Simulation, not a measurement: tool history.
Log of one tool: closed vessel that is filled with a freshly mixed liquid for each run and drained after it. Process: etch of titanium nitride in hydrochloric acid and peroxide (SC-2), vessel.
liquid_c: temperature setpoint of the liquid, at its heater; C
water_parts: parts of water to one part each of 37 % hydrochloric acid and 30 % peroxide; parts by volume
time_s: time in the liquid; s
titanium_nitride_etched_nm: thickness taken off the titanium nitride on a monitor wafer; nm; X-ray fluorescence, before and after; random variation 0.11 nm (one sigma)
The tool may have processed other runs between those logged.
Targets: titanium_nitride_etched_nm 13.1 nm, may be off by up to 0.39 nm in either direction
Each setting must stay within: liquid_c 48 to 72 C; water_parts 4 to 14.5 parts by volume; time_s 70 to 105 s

run	hour	liquid_c	water_parts	time_s	titanium_nitride_etched_nm
1	0	64	8	105	9.1357
2	3.5	69	8	105	12.199
3	5.2	69	8	105	12.17
4	7.4	69	10.5	105	9.9348
5	9.3	69	9	105	10.99
6	17.7	69.5	9	105	11.426
7	19	69.5	9	105	11.488
8	23.5	70	9	105	11.797
9	27.2	70.5	9	105	12.162
10	36.3	71	9	105	12.403

Exercise: of the 4 proposed moves below, exactly one satisfies all targets within the stated allowed misses. Which move is it?
A	45.4	71	8	105	?
B	45.4	72	9	105	?
C	45.4	72	10	105	?
D	45.4	66.5	5.5	105	?

move	titanium_nitride_etched_nm
A	13.74
B	13.245
C	12.141
D	14.012
A: pushes the last run's worst result past its target
B: meets every target
C: misses by more than the last run did
D: pushes the last run's worst result past its target
Move B is the one to make.
